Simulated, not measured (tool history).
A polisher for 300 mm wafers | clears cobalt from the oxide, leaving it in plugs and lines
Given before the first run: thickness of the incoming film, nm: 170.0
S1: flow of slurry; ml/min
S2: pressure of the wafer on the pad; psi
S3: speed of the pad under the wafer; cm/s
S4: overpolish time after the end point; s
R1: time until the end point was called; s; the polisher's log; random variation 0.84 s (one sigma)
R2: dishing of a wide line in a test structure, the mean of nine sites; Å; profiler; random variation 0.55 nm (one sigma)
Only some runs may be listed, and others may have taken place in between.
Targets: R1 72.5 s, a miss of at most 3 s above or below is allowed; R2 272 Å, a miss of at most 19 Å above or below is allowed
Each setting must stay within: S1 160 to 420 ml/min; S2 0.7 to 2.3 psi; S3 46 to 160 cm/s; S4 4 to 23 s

run 1 day=0 | S1=270 S2=1.5 S3=102 S4=12 | R1=47.678 R2=326.32
run 2 day=0.179 | S1=320 S2=1.5 S3=102 S4=12 | R1=48.664 R2=330.45
run 3 day=0.354 | S1=320 S2=1.5 S3=102 S4=16 | R1=46.462 R2=427.11
run 4 day=0.567 | S1=275 S2=1.5 S3=102 S4=16 | R1=49.018 R2=402.93
run 5 day=0.754 | S1=325 S2=1.5 S3=102 S4=16 | R1=47.246 R2=401.58
run 6 day=0.971 | S1=385 S2=1.5 S3=102 S4=16 | R1=46.995 R2=404.28
run 7 day=1.258 | S1=385 S2=1.4 S3=102 S4=16 | R1=49.387 R2=394.39
run 8 day=1.533 | S1=385 S2=1.3 S3=102 S4=16 | R1=53.399 R2=364.8
run 9 day=1.779 | S1=385 S2=1.2 S3=102 S4=16 | R1=56.412 R2=355.16
run 10 day=2.092 | S1=385 S2=1 S3=102 S4=15 | R1=69.426 R2=300.98
run 11 day=2.2 | S1=385 S2=1 S3=102 S4=14 | R1=69.955 R2=281.49

Which of these 5 next moves meets every target?
run A day=2.308 | S1=395 S2=1.1 S3=94 S4=11 | R1=? R2=?
run B day=2.308 | S1=355 S2=0.8 S3=120 S4=14 | R1=? R2=?
run C day=2.308 | S1=370 S2=0.9 S3=108 S4=18 | R1=? R2=?
run D day=2.308 | S1=415 S2=1.3 S3=82 S4=12 | R1=? R2=?
run E day=2.308 | S1=325 S2=0.9 S3=118 S4=13 | R1=? R2=?

move=A R1=68.898 R2=224.54
move=B R1=74.21 R2=257.23
move=C R1=73.297 R2=315.19
move=D R1=66.702 R2=247.48
move=E R1=67.965 R2=259.91
A: further off than the last run
B: all results in spec
C: corrects the largest miss of the last run, while another result sits out of spec
D: further off than the last run
E: further off than the last run
Go with B: it meets all targets.
